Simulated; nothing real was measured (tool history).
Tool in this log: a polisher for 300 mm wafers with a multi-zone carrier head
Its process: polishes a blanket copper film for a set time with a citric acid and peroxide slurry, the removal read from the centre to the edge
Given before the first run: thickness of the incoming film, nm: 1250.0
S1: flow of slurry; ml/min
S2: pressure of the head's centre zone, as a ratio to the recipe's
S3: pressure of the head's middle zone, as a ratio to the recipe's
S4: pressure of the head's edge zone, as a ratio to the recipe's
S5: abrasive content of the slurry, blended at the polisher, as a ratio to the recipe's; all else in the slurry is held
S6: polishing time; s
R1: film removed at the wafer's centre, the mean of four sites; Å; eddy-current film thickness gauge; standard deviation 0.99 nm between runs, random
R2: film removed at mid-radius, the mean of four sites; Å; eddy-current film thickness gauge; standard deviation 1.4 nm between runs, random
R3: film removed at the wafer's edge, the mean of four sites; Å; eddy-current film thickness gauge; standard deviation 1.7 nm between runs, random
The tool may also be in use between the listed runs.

| run | day | S1 | S2 | S3 | S4 | S5 | S6 | R1 | R2 | R3 |
|---|---|---|---|---|---|---|---|---|---|---|
| 1 | 0.000 | 280 | 1.00 | 1.00 | 1.00 | 1.00 | 78 | 1530.4 | 1509.5 | 1547.6 |
| 2 | 0.375 | 280 | 1.00 | 1.08 | 1.00 | 1.00 | 78 | 1530.5 | 1621.4 | 1537.0 |
| 3 | 0.542 | 280 | 1.00 | 0.99 | 1.00 | 1.00 | 78 | 1542.2 | 1528.0 | 1577.9 |
| 4 | 0.871 | 280 | 1.00 | 0.99 | 1.00 | 0.95 | 78 | 1522.3 | 1507.2 | 1541.1 |
| 5 | 1.067 | 275 | 0.98 | 0.96 | 1.00 | 0.90 | 77 | 1430.9 | 1437.8 | 1484.3 |
| 6 | 1.396 | 270 | 0.97 | 0.93 | 1.01 | 0.85 | 76 | 1397.2 | 1351.2 | 1475.6 |

What will run 7 give?
| 7 | 1.771 | 265 | 0.95 | 0.91 | 1.00 | 0.80 | 76 | ? | ? | ? |

{"run 7": {"R1": 1333.2, "R2": 1303.0, "R3": 1449.1}}

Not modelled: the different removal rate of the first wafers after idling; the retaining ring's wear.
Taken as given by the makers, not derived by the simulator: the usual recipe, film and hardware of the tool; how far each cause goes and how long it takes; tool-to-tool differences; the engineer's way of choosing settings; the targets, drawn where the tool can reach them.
